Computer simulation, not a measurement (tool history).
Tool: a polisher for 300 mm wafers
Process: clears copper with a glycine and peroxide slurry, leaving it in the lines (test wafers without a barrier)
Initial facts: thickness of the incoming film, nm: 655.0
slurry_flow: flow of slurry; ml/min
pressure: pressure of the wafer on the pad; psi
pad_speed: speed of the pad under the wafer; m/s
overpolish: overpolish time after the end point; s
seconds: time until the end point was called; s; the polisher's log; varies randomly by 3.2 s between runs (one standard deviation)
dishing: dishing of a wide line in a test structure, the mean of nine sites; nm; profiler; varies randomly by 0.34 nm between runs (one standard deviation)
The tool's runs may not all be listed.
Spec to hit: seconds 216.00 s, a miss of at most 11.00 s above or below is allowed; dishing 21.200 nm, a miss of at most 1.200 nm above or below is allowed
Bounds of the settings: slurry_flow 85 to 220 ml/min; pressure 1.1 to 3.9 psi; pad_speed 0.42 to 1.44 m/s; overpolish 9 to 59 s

{"run": 1, "day": 0.0, "slurry_flow": 140, "pressure": 2.5, "pad_speed": 0.92, "overpolish": 30, "seconds": 157.41, "dishing": 27.902}
{"run": 2, "day": 0.133, "slurry_flow": 140, "pressure": 2.5, "pad_speed": 0.92, "overpolish": 23, "seconds": 156.57, "dishing": 26.417}
{"run": 3, "day": 0.379, "slurry_flow": 130, "pressure": 2.2, "pad_speed": 0.96, "overpolish": 20, "seconds": 171.83, "dishing": 25.702}
{"run": 4, "day": 0.496, "slurry_flow": 120, "pressure": 2.0, "pad_speed": 1.02, "overpolish": 18, "seconds": 180.79, "dishing": 23.886}
{"run": 5, "day": 0.804, "slurry_flow": 115, "pressure": 1.9, "pad_speed": 1.02, "overpolish": 16, "seconds": 190.99, "dishing": 21.437}
{"run": 6, "day": 0.954, "slurry_flow": 115, "pressure": 1.9, "pad_speed": 1.02, "overpolish": 17, "seconds": 183.58, "dishing": 23.591}
{"run": 7, "day": 1.229, "slurry_flow": 115, "pressure": 1.9, "pad_speed": 1.02, "overpolish": 17, "seconds": 194.2, "dishing": 22.719}
{"run": 8, "day": 1.321, "slurry_flow": 90, "pressure": 1.5, "pad_speed": 1.08, "overpolish": 9, "seconds": 217.14, "dishing": 14.491}
{"run": 9, "day": 1.517, "slurry_flow": 100, "pressure": 1.5, "pad_speed": 1.06, "overpolish": 10, "seconds": 222.75, "dishing": 15.649}
{"run": 10, "day": 1.762, "slurry_flow": 110, "pressure": 1.5, "pad_speed": 1.04, "overpolish": 11, "seconds": 218.34, "dishing": 16.739}
{"run": 11, "day": 1.983, "slurry_flow": 115, "pressure": 1.5, "pad_speed": 1.02, "overpolish": 13, "seconds": 222.09, "dishing": 18.821}
{"run": 12, "day": 2.338, "slurry_flow": 120, "pressure": 1.5, "pad_speed": 1.02, "overpolish": 13, "seconds": 227.11, "dishing": 18.571}
{"run": 13, "day": 2.479, "slurry_flow": 125, "pressure": 1.5, "pad_speed": 1.02, "overpolish": 13, "seconds": 220.88, "dishing": 18.633}
{"run": 14, "day": 2.788, "slurry_flow": 130, "pressure": 1.5, "pad_speed": 1.02, "overpolish": 14, "seconds": 219.1, "dishing": 19.758}
{"run": 15, "day": 2.812, "slurry_flow": 135, "pressure": 1.5, "pad_speed": 1.02, "overpolish": 14, "seconds": 215.37, "dishing": 19.533}

Next run, 4 choices. One meets every target within its allowed miss, the rest don't. Which?
{"run": "A", "day": 2.838, "slurry_flow": 120, "pressure": 1.4, "pad_speed": 1.12, "overpolish": 13, "seconds": "?", "dishing": "?"}
{"run": "B", "day": 2.838, "slurry_flow": 165, "pressure": 1.6, "pad_speed": 0.96, "overpolish": 23, "seconds": "?", "dishing": "?"}
{"run": "C", "day": 2.838, "slurry_flow": 125, "pressure": 1.6, "pad_speed": 0.98, "overpolish": 21, "seconds": "?", "dishing": "?"}
{"run": "D", "day": 2.838, "slurry_flow": 85, "pressure": 1.5, "pad_speed": 1.14, "overpolish": 16, "seconds": "?", "dishing": "?"}

move=A seconds=224.20 dishing=19.130
move=B seconds=216.02 dishing=25.663
move=C seconds=221.05 dishing=24.544
move=D seconds=221.57 dishing=21.457
A: further off than the last run
B: takes the biggest miss from the last run beyond its target
C: takes the biggest miss from the last run beyond its target
D: all results in spec
D meets every target.

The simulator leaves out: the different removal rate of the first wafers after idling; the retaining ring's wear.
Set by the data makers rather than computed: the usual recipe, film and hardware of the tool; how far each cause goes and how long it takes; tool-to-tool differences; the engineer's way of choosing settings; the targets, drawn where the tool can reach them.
